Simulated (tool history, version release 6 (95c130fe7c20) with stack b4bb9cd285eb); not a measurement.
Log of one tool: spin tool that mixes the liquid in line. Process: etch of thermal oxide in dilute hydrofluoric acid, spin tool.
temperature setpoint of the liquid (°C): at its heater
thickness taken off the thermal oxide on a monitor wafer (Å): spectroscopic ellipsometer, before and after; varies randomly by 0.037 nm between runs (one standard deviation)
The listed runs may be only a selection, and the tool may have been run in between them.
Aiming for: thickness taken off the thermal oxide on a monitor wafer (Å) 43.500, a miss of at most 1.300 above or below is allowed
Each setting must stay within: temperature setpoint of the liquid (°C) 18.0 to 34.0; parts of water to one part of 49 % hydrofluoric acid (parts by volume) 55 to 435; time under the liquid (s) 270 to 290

run	hour	temperature setpoint of the liquid (°C)	parts of water to one part of 49 % hydrofluoric acid (parts by volume)	time under the liquid (s)	thickness taken off the thermal oxide on a monitor wafer (Å)
1	0.0	26.0	245	270	50.130
2	5.8	25.0	245	270	48.148
3	7.6	25.0	190	270	65.831
4	11.7	23.5	200	270	59.152
5	18.7	25.0	200	270	62.132
6	21.9	25.0	135	270	99.141
7	22.6	25.0	135	270	98.988
8	27.1	23.5	155	270	79.179
9	34.1	22.0	170	270	66.351
10	36.9	21.0	180	270	61.269
11	44.5	18.0	240	270	38.659

Which one of the following 5 next-run settings gets every result inside its allowed miss? There is exactly one.
A	52.1	18.0	260	270	?
B	52.1	18.0	230	275	?
C	52.1	18.0	275	290	?
D	52.1	18.0	245	270	?
E	52.1	19.5	240	290	?

move	thickness taken off the thermal oxide on a monitor wafer (Å)
A	33.979
B	40.188
C	34.054
D	36.544
E	42.627
A: misses by more than the last run did
B: gains on the last run, yet a result remains outside its allowed miss
C: misses by more than the last run did
D: misses by more than the last run did
E: all results land within tolerance of their targets
So the answer is move E, the one that meets all the targets.

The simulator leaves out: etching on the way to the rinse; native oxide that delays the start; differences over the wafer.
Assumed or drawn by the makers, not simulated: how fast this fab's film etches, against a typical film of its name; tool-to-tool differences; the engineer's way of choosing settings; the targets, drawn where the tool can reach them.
